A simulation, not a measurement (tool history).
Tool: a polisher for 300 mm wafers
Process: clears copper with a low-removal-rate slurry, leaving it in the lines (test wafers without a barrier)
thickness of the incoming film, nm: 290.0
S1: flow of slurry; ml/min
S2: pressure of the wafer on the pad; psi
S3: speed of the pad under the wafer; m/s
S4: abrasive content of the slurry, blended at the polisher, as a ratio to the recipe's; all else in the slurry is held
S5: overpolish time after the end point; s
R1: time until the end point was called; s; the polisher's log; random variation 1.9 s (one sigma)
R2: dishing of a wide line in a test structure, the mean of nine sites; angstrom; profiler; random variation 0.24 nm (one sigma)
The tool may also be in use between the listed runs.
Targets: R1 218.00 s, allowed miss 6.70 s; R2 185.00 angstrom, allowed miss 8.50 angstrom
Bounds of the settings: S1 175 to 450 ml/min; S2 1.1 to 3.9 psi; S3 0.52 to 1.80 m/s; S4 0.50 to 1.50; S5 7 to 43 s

run	hour	S1	S2	S3	S4	S5	R1	R2
1	0.0	290	2.5	1.16	1.00	22	103.13	359.69
2	2.9	290	2.3	1.14	1.00	22	113.03	333.88
3	9.5	290	2.2	1.12	1.00	22	120.07	312.84
4	15.6	290	2.1	1.10	1.00	22	129.13	293.48
5	22.2	290	1.5	1.10	1.00	22	175.16	227.33
6	30.6	285	1.3	1.08	1.00	22	208.46	193.53
7	36.2	280	1.3	1.08	1.00	22	210.48	189.73
8	40.4	265	1.3	1.08	1.00	22	208.73	192.73
9	44.9	260	1.3	1.08	1.00	22	209.42	190.53
10	52.9	260	1.3	1.08	1.00	22	208.65	191.63
11	55.5	255	1.3	1.08	1.00	22	212.38	190.30

Which of these 5 next moves meets every target?
A	58.1	260	1.2	1.16	1.05	24	?	?
B	58.1	350	1.3	0.98	1.10	22	?	?
C	58.1	260	1.6	0.92	1.05	19	?	?
D	58.1	245	1.4	0.94	1.10	25	?	?
E	58.1	275	1.6	0.92	1.05	20	?	?

move	R1	R2
A	209.78	206.39
B	220.29	184.78
C	199.86	178.97
D	221.52	206.07
E	198.64	188.19
A: further off than the last run
B: meets every target
C: further off than the last run
D: brings the result that was furthest off to its target, and leaves another outside
E: further off than the last run
The right move is B.

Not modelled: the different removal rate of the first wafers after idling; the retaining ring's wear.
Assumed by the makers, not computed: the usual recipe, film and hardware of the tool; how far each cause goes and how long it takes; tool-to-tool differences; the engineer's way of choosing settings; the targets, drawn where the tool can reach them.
